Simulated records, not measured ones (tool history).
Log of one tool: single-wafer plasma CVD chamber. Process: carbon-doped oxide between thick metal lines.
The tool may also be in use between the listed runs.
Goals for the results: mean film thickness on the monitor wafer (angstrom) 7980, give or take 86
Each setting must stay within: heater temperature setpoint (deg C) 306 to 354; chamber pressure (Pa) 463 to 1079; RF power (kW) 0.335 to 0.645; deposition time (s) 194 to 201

run,day,heater temperature setpoint (deg C),chamber pressure (Pa),RF power (kW),deposition time (s),mean film thickness on the monitor wafer (angstrom)
1,0,330,771,0.49,194,9748.4
2,0.242,334,715,0.475,194,9343.6
3,0.579,338,667,0.465,194,9064.5
4,0.629,338,535,0.465,194,8834.5
5,0.992,341,519,0.455,194,8647.5
6,1.362,341,519,0.455,201,8934.9
7,1.4,353,463,0.39,201,7842
8,1.775,352,467,0.39,201,7893.5

5 candidate next runs follow, results not yet known. Just one meets every target within its allowed miss. Identify it.
A,2.15,353,463,0.395,197,?
B,2.15,354,489,0.42,196,?
C,2.15,353,543,0.375,200,?
D,2.15,346,525,0.39,194,?
E,2.15,354,496,0.395,196,?

move,mean film thickness on the monitor wafer (angstrom)
A,7692
B,7952.1
C,7731.2
D,7778.3
E,7693.8
A: lands further from the targets than the last run did
B: all results in spec
C: lands further from the targets than the last run did
D: lands further from the targets than the last run did
E: lands further from the targets than the last run did
Go with B: it meets all targets.

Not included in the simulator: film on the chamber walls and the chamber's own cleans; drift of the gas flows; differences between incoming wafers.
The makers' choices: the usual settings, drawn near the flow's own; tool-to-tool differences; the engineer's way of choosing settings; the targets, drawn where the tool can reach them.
